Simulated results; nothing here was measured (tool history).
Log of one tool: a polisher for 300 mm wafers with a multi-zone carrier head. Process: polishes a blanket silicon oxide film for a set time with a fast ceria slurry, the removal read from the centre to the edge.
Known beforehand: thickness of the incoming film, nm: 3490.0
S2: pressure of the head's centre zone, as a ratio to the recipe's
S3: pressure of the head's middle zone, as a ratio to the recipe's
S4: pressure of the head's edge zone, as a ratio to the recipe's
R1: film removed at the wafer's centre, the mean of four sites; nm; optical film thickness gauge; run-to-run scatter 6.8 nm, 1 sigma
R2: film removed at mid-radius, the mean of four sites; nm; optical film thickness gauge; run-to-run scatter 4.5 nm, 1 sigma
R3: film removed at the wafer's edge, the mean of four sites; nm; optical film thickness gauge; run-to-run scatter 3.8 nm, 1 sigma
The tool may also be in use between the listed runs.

run 1 day=0 | flow_of_slurry_(ml/min)=290 S2=1 S3=1 S4=1 polishing_time_(s)=57 | R1=936.16 R2=952.24 R3=953.75
run 2 day=0.312 | flow_of_slurry_(ml/min)=290 S2=1 S3=0.95 S4=1 polishing_time_(s)=57 | R1=967.07 R2=910.39 R3=952.24
run 3 day=0.604 | flow_of_slurry_(ml/min)=285 S2=0.98 S3=0.94 S4=1 polishing_time_(s)=54 | R1=889.07 R2=859.19 R3=904.35
run 4 day=0.917 | flow_of_slurry_(ml/min)=285 S2=0.98 S3=0.94 S4=1.06 polishing_time_(s)=54 | R1=887.77 R2=854.93 R3=923.31
run 5 day=1.196 | flow_of_slurry_(ml/min)=285 S2=0.98 S3=0.94 S4=1.06 polishing_time_(s)=44 | R1=719.15 R2=716.79 R3=752.86
run 6 day=1.229 | flow_of_slurry_(ml/min)=285 S2=0.98 S3=1.01 S4=1.06 polishing_time_(s)=44 | R1=727.47 R2=744.79 R3=754.3
run 7 day=1.533 | flow_of_slurry_(ml/min)=280 S2=0.96 S3=0.99 S4=1.05 polishing_time_(s)=42 | R1=670.21 R2=693.18 R3=716.07
run 8 day=1.583 | flow_of_slurry_(ml/min)=275 S2=0.95 S3=0.98 S4=1.03 polishing_time_(s)=41 | R1=655.35 R2=670.61 R3=696.64
run 9 day=1.642 | flow_of_slurry_(ml/min)=270 S2=0.93 S3=0.98 S4=1.02 polishing_time_(s)=40 | R1=612.58 R2=651.6 R3=670.54
run 10 day=1.762 | flow_of_slurry_(ml/min)=265 S2=0.92 S3=0.97 S4=1 polishing_time_(s)=40 | R1=633.4 R2=643.48 R3=662.65
run 11 day=2.042 | flow_of_slurry_(ml/min)=265 S2=0.84 S3=0.94 S4=1.06 polishing_time_(s)=27 | R1=376.03 R2=436.98 R3=465.44
run 12 day=2.062 | flow_of_slurry_(ml/min)=270 S2=0.86 S3=0.94 S4=1.08 polishing_time_(s)=27 | R1=389.16 R2=427.98 R3=468.95

Forecast run 13:
run 13 day=2.379 | flow_of_slurry_(ml/min)=270 S2=0.87 S3=0.95 S4=1.09 polishing_time_(s)=28 | R1=? R2=? R3=?

{"run 13": {"R1": 414.67, "R2": 451.78, "R3": 480.82}}

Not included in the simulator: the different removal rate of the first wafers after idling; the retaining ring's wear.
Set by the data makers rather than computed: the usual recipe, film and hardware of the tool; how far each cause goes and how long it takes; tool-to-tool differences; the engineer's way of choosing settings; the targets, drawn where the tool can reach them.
